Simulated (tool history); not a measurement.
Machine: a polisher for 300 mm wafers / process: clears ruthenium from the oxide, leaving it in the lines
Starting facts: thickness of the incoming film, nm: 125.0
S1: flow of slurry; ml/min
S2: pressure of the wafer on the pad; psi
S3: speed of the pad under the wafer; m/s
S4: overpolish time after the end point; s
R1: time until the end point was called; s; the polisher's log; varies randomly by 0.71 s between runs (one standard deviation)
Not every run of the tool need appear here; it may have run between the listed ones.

| run | day | S1 | S2 | S3 | S4 | R1 |
|---|---|---|---|---|---|---|
| 1 | 0 | 180 | 2.6 | 0.98 | 11 | 89.742 |
| 2 | 0.083 | 180 | 2.3 | 0.98 | 11 | 101.61 |
| 3 | 0.142 | 180 | 2.3 | 1.16 | 11 | 86.469 |
| 4 | 0.321 | 180 | 2.3 | 1.38 | 11 | 74.145 |
| 5 | 0.392 | 185 | 2.4 | 1.38 | 11 | 70.636 |
| 6 | 0.554 | 185 | 2 | 1.38 | 11 | 85.085 |
| 7 | 0.788 | 185 | 2.1 | 1.38 | 11 | 80.902 |

Run 8, settings as shown, results not yet in. Your forecast:
| 8 | 1.096 | 185 | 2.2 | 1.38 | 11 | ? |

Run 8 produced R1 78.009 s.
